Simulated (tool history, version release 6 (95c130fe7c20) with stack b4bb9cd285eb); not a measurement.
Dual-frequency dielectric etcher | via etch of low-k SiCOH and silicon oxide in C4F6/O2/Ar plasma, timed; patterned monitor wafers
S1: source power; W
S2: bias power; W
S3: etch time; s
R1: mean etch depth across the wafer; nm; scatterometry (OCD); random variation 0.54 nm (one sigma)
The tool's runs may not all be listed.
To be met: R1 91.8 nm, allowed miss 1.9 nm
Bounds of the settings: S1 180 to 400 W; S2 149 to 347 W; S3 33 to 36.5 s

run    day   S1   S2    S3      R1
  1      0  290  248  36.5  99.919
  2  0.288  290  266  36.5  102.32
  3   0.45  280  264  36.5   100.4
  4  0.533  280  248  36.5  99.537
  5  0.742  280  222  36.5  94.758
  6  0.788  280  221  36.5  95.976
  7  0.817  280  220  36.5  96.316
  8  1.192  280  219  36.5  94.919
  9  1.558  280  218  36.5  95.541
 10  1.717  280  217  36.5  94.922
 11  2.092  280  216  36.5  95.605
 12  2.238  280  215  36.5  94.236

5 next moves are on the table. One of them brings every result within its allowed miss. Which?
  A  2.383  230  226    35   ?
  B  2.383  270  229    34   ?
  C  2.383  270  198  36.5   ?
  D  2.383  260  207  35.5   ?
  E  2.383  270  218  33.5   ?

move      R1
   A  86.676
   B  89.295
   C  91.741
   D  89.246
   E  86.667
A: takes the result that was furthest off past its target
B: takes the result that was furthest off past its target
C: meets every target
D: takes the result that was furthest off past its target
E: takes the result that was furthest off past its target
The right move is C.
